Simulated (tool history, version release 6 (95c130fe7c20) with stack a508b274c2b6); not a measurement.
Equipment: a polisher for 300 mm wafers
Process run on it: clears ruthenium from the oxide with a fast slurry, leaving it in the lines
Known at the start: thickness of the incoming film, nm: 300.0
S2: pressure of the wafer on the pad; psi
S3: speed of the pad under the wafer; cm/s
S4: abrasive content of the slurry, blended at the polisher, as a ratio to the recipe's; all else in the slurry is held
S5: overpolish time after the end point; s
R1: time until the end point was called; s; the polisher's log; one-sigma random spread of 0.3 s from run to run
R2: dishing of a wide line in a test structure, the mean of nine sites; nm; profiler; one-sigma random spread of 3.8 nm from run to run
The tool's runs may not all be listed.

{"run": 1, "hour": 0.0, "flow of slurry (ml/min)": 160, "S2": 3.4, "S3": 126, "S4": 1, "S5": 21, "R1": 56.221, "R2": 79.779}
{"run": 2, "hour": 5.0, "flow of slurry (ml/min)": 165, "S2": 3.9, "S3": 132, "S4": 1, "S5": 22, "R1": 47.478, "R2": 94.045}
{"run": 3, "hour": 10.1, "flow of slurry (ml/min)": 165, "S2": 3.9, "S3": 132, "S4": 0.9, "S5": 22, "R1": 51.049, "R2": 90.484}
{"run": 4, "hour": 17.6, "flow of slurry (ml/min)": 165, "S2": 3.9, "S3": 132, "S4": 0.8, "S5": 22, "R1": 53.444, "R2": 85.415}
{"run": 5, "hour": 22.3, "flow of slurry (ml/min)": 165, "S2": 3.9, "S3": 132, "S4": 0.8, "S5": 16, "R1": 54.539, "R2": 67.138}
{"run": 6, "hour": 29.3, "flow of slurry (ml/min)": 165, "S2": 4.2, "S3": 144, "S4": 0.8, "S5": 18, "R1": 47.17, "R2": 80.418}
{"run": 7, "hour": 30.2, "flow of slurry (ml/min)": 165, "S2": 4.5, "S3": 156, "S4": 0.8, "S5": 20, "R1": 39.44, "R2": 96.672}
{"run": 8, "hour": 31.1, "flow of slurry (ml/min)": 165, "S2": 4.7, "S3": 162, "S4": 0.8, "S5": 22, "R1": 37.212, "R2": 116.34}
{"run": 9, "hour": 32.8, "flow of slurry (ml/min)": 170, "S2": 4.9, "S3": 170, "S4": 0.8, "S5": 22, "R1": 34.18, "R2": 117.66}
{"run": 10, "hour": 41.4, "flow of slurry (ml/min)": 170, "S2": 5, "S3": 176, "S4": 0.8, "S5": 23, "R1": 31.719, "R2": 128.28}
{"run": 11, "hour": 49.7, "flow of slurry (ml/min)": 170, "S2": 5.1, "S3": 180, "S4": 0.8, "S5": 24, "R1": 30.433, "R2": 125.13}
{"run": 12, "hour": 53.0, "flow of slurry (ml/min)": 170, "S2": 5.2, "S3": 184, "S4": 0.8, "S5": 26, "R1": 29.566, "R2": 140.94}
{"run": 13, "hour": 53.7, "flow of slurry (ml/min)": 170, "S2": 5.2, "S3": 188, "S4": 0.8, "S5": 27, "R1": 28.928, "R2": 146.34}
{"run": 14, "hour": 54.7, "flow of slurry (ml/min)": 170, "S2": 5.2, "S3": 190, "S4": 0.8, "S5": 27, "R1": 28.827, "R2": 146.97}
{"run": 15, "hour": 56.9, "flow of slurry (ml/min)": 170, "S2": 5.2, "S3": 192, "S4": 0.8, "S5": 27, "R1": 29.363, "R2": 147.33}

Run 16, settings as shown, results not yet in. Your forecast:
{"run": 16, "hour": 59.1, "flow of slurry (ml/min)": 175, "S2": 5.2, "S3": 194, "S4": 0.85, "S5": 27, "R1": "?", "R2": "?"}

Run 16 measured R1 26.936 s, R2 141.4 nm.
